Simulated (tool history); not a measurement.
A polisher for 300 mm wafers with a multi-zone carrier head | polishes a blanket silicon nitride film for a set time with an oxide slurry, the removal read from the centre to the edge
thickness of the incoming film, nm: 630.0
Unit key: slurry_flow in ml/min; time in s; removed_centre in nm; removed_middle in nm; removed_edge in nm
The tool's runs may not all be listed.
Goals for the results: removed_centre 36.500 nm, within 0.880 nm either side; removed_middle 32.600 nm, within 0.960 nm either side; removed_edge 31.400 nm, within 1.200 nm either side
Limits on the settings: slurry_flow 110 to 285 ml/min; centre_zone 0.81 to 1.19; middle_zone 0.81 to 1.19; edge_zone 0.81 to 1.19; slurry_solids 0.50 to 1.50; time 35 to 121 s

run	day	slurry_flow	centre_zone	middle_zone	edge_zone	slurry_solids	time	removed_centre	removed_middle	removed_edge
1	0.000	180	1.00	1.00	1.00	1.00	78	46.388	46.265	46.141
2	0.371	200	1.00	1.00	1.00	1.00	78	47.545	46.929	47.224
3	0.642	200	1.00	1.05	1.00	1.00	78	47.288	49.261	46.832
4	0.767	200	0.94	1.05	1.00	1.00	78	44.936	48.136	47.489
5	0.967	200	0.94	1.05	1.00	1.00	96	54.571	59.278	56.927
6	1.092	230	0.94	1.05	1.00	1.00	96	56.489	62.329	58.359
7	1.200	180	1.04	0.95	0.90	0.75	74	39.894	36.086	35.854
8	1.375	170	1.04	0.95	0.88	0.75	74	39.776	35.836	36.019
9	1.717	175	1.04	0.95	0.87	0.70	74	38.051	34.782	33.315
10	1.883	170	1.04	0.94	0.86	0.70	74	37.836	33.945	33.948
11	1.967	170	1.04	0.94	0.85	0.70	74	37.884	34.269	34.093

Of the 5 settings listed for the next run, only one would bring every result within its allowed miss of target. Which one?
A	2.050	175	1.08	0.98	0.88	0.55	79	?	?	?
B	2.050	220	1.15	1.05	0.84	0.50	76	?	?	?
C	2.050	250	1.15	1.15	0.81	0.50	75	?	?	?
D	2.050	125	0.94	0.82	1.01	0.90	74	?	?	?
E	2.050	245	1.19	1.07	0.83	0.75	61	?	?	?

move	removed_centre	removed_middle	removed_edge
A	36.737	32.872	31.537
B	36.852	32.684	28.675
C	37.071	35.451	28.160
D	36.310	32.521	39.485
E	39.663	34.491	29.515
A: every result within its allowed miss
B: the result that was furthest off in the last run now lies on the other side of its target
C: the result that was furthest off in the last run now lies on the other side of its target
D: moves away from the targets compared with the last run
E: the result that was furthest off in the last run now lies on the other side of its target
The move that meets every target is A.
